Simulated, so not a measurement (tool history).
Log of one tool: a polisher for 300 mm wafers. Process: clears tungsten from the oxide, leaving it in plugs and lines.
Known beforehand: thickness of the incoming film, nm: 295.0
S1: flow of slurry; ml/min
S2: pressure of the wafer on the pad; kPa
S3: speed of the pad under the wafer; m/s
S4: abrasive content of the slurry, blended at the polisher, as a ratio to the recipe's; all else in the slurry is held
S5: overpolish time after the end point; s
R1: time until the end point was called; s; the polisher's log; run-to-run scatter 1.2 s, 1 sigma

run  hour   S1    S2    S3   S4  S5       R1
  1   0.0  210  17.2  1.18  1.0  23   95.683
  2   7.1  205  15.2  1.18  1.0  23  111.660
  3  15.1  235  15.2  1.18  1.0  23  108.590
  4  17.9  235  15.2  1.18  1.0  23  108.000
  5  23.5  220  14.5  1.18  1.0  23  113.930
     28.0  -- slurry nozzle cleaned
  6  28.0  215  13.8  1.18  1.0  23  115.120

Forecast run 7:
  7  32.8  215  13.8  1.18  1.0  23   ?

For run 7 the tool returned R1 114.440 s.
